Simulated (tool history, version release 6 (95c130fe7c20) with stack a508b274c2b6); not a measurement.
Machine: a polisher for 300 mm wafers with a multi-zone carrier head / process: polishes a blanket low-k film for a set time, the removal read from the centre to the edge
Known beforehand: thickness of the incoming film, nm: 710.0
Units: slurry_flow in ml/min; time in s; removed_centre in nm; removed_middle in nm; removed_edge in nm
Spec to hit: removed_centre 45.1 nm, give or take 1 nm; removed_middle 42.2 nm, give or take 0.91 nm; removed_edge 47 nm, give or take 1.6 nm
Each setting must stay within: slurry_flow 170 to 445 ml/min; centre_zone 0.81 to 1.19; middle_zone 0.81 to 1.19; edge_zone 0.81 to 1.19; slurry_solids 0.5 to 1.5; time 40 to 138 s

Run 1, day 0: slurry_flow 285 ml/min, centre_zone 1, middle_zone 1, edge_zone 1, slurry_solids 1, time 88 s. Result: removed_centre 47.23 nm, removed_middle 47.22 nm, removed_edge 47.436 nm.
Run 2, day 0.275: slurry_flow 285 ml/min, centre_zone 1, middle_zone 1.08, edge_zone 1, slurry_solids 1, time 88 s. Result: removed_centre 46.975 nm, removed_middle 50.048 nm, removed_edge 47.66 nm.
Run 3, day 0.554: slurry_flow 285 ml/min, centre_zone 1, middle_zone 1.08, edge_zone 1.04, slurry_solids 1, time 88 s. Result: removed_centre 46.551 nm, removed_middle 50.665 nm, removed_edge 48.649 nm.
Run 4, day 0.779: slurry_flow 315 ml/min, centre_zone 1, middle_zone 1.08, edge_zone 1.04, slurry_solids 1, time 88 s. Result: removed_centre 47.324 nm, removed_middle 51.039 nm, removed_edge 49.031 nm.
Run 5, day 0.862: slurry_flow 315 ml/min, centre_zone 0.93, middle_zone 1.08, edge_zone 1.04, slurry_solids 1, time 88 s. Result: removed_centre 43.474 nm, removed_middle 50.921 nm, removed_edge 48.388 nm.
Run 6, day 0.975: slurry_flow 290 ml/min, centre_zone 0.95, middle_zone 1.02, edge_zone 1.04, slurry_solids 1, time 88 s. Result: removed_centre 44.482 nm, removed_middle 48.655 nm, removed_edge 47.947 nm.
Run 7, day 1.058: slurry_flow 275 ml/min, centre_zone 0.96, middle_zone 0.96, edge_zone 1.05, slurry_solids 1, time 88 s. Result: removed_centre 44.752 nm, removed_middle 45.857 nm, removed_edge 48.46 nm.
Run 8, day 1.108: slurry_flow 260 ml/min, centre_zone 0.97, middle_zone 0.94, edge_zone 1.04, slurry_solids 1, time 88 s. Result: removed_centre 45.149 nm, removed_middle 44.623 nm, removed_edge 48.859 nm.
Run 9, day 1.179: slurry_flow 250 ml/min, centre_zone 0.97, middle_zone 0.93, edge_zone 1.02, slurry_solids 1, time 88 s. Result: removed_centre 45.145 nm, removed_middle 44.093 nm, removed_edge 47.398 nm.
Run 10, day 1.525: slurry_flow 240 ml/min, centre_zone 0.97, middle_zone 0.92, edge_zone 1.02, slurry_solids 1, time 88 s. Result: removed_centre 44.286 nm, removed_middle 43.962 nm, removed_edge 47.145 nm.
Run 11, day 1.783: slurry_flow 240 ml/min, centre_zone 0.98, middle_zone 0.91, edge_zone 1.02, slurry_solids 1, time 88 s. Result: removed_centre 45.313 nm, removed_middle 42.851 nm, removed_edge 46.893 nm.

5 next moves are on the table. One of them brings every result within its allowed miss. Which?
Run A, day 2.042: slurry_flow 185 ml/min, centre_zone 1.03, middle_zone 1.03, edge_zone 1.01, slurry_solids 1.05, time 83 s. Result: removed_centre ?, removed_middle ?, removed_edge ?.
Run B, day 2.042: slurry_flow 245 ml/min, centre_zone 0.99, middle_zone 0.9, edge_zone 1.03, slurry_solids 1.05, time 85 s. Result: removed_centre ?, removed_middle ?, removed_edge ?.
Run C, day 2.042: slurry_flow 170 ml/min, centre_zone 1.01, middle_zone 1.02, edge_zone 1.19, slurry_solids 0.95, time 87 s. Result: removed_centre ?, removed_middle ?, removed_edge ?.
Run D, day 2.042: slurry_flow 320 ml/min, centre_zone 1.01, middle_zone 0.94, edge_zone 0.98, slurry_solids 0.95, time 84 s. Result: removed_centre ?, removed_middle ?, removed_edge ?.
Run E, day 2.042: slurry_flow 255 ml/min, centre_zone 0.96, middle_zone 0.91, edge_zone 1, slurry_solids 1.05, time 88 s. Result: removed_centre ?, removed_middle ?, removed_edge ?.

move  removed_centre  removed_middle  removed_edge
   A          44.454          45.019        45.002
   B          44.967          42.242        47.348
   C          43.247          44.347        47.255
   D          44.375          42.247         44.73
   E          45.306          44.294        48.693
A: further off than the last run
B: all results in spec
C: further off than the last run
D: meets the target for the result that was furthest off, but another lies outside its allowed miss
E: further off than the last run
Answer: B

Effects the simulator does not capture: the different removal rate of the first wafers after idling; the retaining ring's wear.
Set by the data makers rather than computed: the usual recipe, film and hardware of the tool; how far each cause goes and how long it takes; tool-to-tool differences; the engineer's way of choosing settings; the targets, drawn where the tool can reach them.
